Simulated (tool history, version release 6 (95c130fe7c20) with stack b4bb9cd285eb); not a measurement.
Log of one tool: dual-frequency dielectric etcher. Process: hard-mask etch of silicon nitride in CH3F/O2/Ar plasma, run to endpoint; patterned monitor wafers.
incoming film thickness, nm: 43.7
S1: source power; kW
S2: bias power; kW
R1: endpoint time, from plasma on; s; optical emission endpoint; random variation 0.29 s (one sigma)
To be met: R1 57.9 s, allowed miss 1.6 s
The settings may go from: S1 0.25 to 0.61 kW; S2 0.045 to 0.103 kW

run  hour    S1     S2      R1
  1     0  0.43  0.074  67.203
  2   6.4  0.46  0.076  64.917
  3  14.9  0.54  0.076  61.904
  4  16.7  0.55  0.078  61.282
  5    23  0.55  0.083  60.496
  6  30.4  0.55  0.077  60.787
  7  35.3  0.56  0.078  60.705
     38.6  -- source power generator calibrated
  8  38.6  0.57  0.079   61.19

Which of these 4 next moves meets every target?
  A  41.9  0.61  0.086   ?
  B  41.9  0.44  0.087   ?
  C  41.9  0.54  0.065   ?
  D  41.9  0.55  0.066   ?

move      R1
   A  58.184
   B  64.208
   C  66.604
   D  65.874
A: meets every target
B: further off than the last run
C: further off than the last run
D: further off than the last run
Move A is the one to make.
